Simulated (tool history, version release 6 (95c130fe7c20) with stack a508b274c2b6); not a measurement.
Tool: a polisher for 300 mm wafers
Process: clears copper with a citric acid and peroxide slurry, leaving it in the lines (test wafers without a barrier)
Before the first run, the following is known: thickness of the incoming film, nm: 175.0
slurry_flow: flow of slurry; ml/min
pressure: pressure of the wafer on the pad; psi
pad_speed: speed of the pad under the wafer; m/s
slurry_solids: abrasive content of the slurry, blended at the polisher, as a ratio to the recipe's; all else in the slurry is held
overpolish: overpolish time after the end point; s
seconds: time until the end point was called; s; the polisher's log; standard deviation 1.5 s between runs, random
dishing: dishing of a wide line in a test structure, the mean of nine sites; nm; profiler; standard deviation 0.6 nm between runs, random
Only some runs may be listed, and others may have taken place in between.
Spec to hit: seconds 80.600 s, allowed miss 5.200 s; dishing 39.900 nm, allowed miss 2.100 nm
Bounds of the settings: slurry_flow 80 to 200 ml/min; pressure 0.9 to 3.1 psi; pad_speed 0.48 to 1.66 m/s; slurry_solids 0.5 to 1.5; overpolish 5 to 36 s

run 1 hour=0.0 | slurry_flow=130 pressure=2.0 pad_speed=1.06 slurry_solids=1.0 overpolish=18 | seconds=94.376 dishing=24.132
run 2 hour=2.5 | slurry_flow=150 pressure=2.0 pad_speed=1.06 slurry_solids=1.0 overpolish=18 | seconds=90.503 dishing=25.159
run 3 hour=7.9 | slurry_flow=150 pressure=2.0 pad_speed=1.06 slurry_solids=1.0 overpolish=19 | seconds=91.370 dishing=26.423
run 4 hour=15.5 | slurry_flow=150 pressure=2.0 pad_speed=1.06 slurry_solids=1.0 overpolish=20 | seconds=86.441 dishing=26.754
run 5 hour=19.3 | slurry_flow=145 pressure=2.0 pad_speed=1.06 slurry_solids=1.0 overpolish=21 | seconds=91.516 dishing=28.139
run 6 hour=27.2 | slurry_flow=145 pressure=2.0 pad_speed=1.06 slurry_solids=1.0 overpolish=22 | seconds=90.772 dishing=28.968
run 7 hour=35.5 | slurry_flow=145 pressure=2.0 pad_speed=1.06 slurry_solids=1.0 overpolish=23 | seconds=92.134 dishing=30.656
run 8 hour=38.1 | slurry_flow=150 pressure=2.2 pad_speed=1.06 slurry_solids=1.0 overpolish=25 | seconds=82.085 dishing=34.605
run 9 hour=38.9 | slurry_flow=150 pressure=2.2 pad_speed=1.08 slurry_solids=1.0 overpolish=27 | seconds=81.036 dishing=37.382

Which of these 4 next moves meets every target?
run A hour=39.7 | slurry_flow=140 pressure=2.3 pad_speed=1.00 slurry_solids=0.8 overpolish=31 | seconds=? dishing=?
run B hour=39.7 | slurry_flow=150 pressure=3.1 pad_speed=0.80 slurry_solids=1.1 overpolish=29 | seconds=? dishing=?
run C hour=39.7 | slurry_flow=150 pressure=2.0 pad_speed=1.32 slurry_solids=0.9 overpolish=24 | seconds=? dishing=?
run D hour=39.7 | slurry_flow=175 pressure=2.6 pad_speed=0.84 slurry_solids=1.1 overpolish=27 | seconds=? dishing=?

move=A seconds=90.738 dishing=37.887
move=B seconds=79.752 dishing=40.152
move=C seconds=74.103 dishing=36.138
move=D seconds=85.788 dishing=35.755
A: corrects the largest miss of the last run, while another result sits out of spec
B: each result inside its tolerance
C: further off than the last run
D: further off than the last run
Correct choice: B, which meets every target
